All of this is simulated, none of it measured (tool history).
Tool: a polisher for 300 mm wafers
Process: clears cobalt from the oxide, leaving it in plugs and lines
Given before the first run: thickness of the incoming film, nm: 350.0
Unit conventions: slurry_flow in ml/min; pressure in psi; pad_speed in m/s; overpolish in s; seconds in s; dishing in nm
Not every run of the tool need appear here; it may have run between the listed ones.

Run 1, day 0: slurry_flow 265 ml/min, pressure 1.9 psi, pad_speed 1.04 m/s, overpolish 19 s. Result: seconds 60.949 s, dishing 68.935 nm.
Run 2, day 0.275: slurry_flow 300 ml/min, pressure 1.9 psi, pad_speed 1.04 m/s, overpolish 19 s. Result: seconds 60.017 s, dishing 71.717 nm.
Run 3, day 0.554: slurry_flow 300 ml/min, pressure 1.5 psi, pad_speed 1.04 m/s, overpolish 19 s. Result: seconds 75.172 s, dishing 61.84 nm.
Run 4, day 0.671: slurry_flow 305 ml/min, pressure 1.7 psi, pad_speed 1.04 m/s, overpolish 19 s. Result: seconds 67.734 s, dishing 65.973 nm.
Run 5, day 0.9: slurry_flow 305 ml/min, pressure 1.7 psi, pad_speed 0.86 m/s, overpolish 19 s. Result: seconds 79.696 s, dishing 59.866 nm.
Run 6, day 1.208: slurry_flow 310 ml/min, pressure 1.9 psi, pad_speed 0.86 m/s, overpolish 19 s. Result: seconds 71.669 s, dishing 63.962 nm.
Run 7, day 1.538: slurry_flow 310 ml/min, pressure 2 psi, pad_speed 0.86 m/s, overpolish 19 s. Result: seconds 67.596 s, dishing 65.84 nm.
Run 8, day 1.675: slurry_flow 310 ml/min, pressure 2.1 psi, pad_speed 0.86 m/s, overpolish 19 s. Result: seconds 64.188 s, dishing 65.46 nm.
Run 9, day 1.892: slurry_flow 310 ml/min, pressure 2.2 psi, pad_speed 0.86 m/s, overpolish 19 s. Result: seconds 61.768 s, dishing 69.356 nm.

For run 10, what comes out?
Run 10, day 1.962: slurry_flow 310 ml/min, pressure 2.3 psi, pad_speed 0.86 m/s, overpolish 19 s. Result: seconds ?, dishing ?.

seconds: 58.255 s
dishing: 70.753 nm

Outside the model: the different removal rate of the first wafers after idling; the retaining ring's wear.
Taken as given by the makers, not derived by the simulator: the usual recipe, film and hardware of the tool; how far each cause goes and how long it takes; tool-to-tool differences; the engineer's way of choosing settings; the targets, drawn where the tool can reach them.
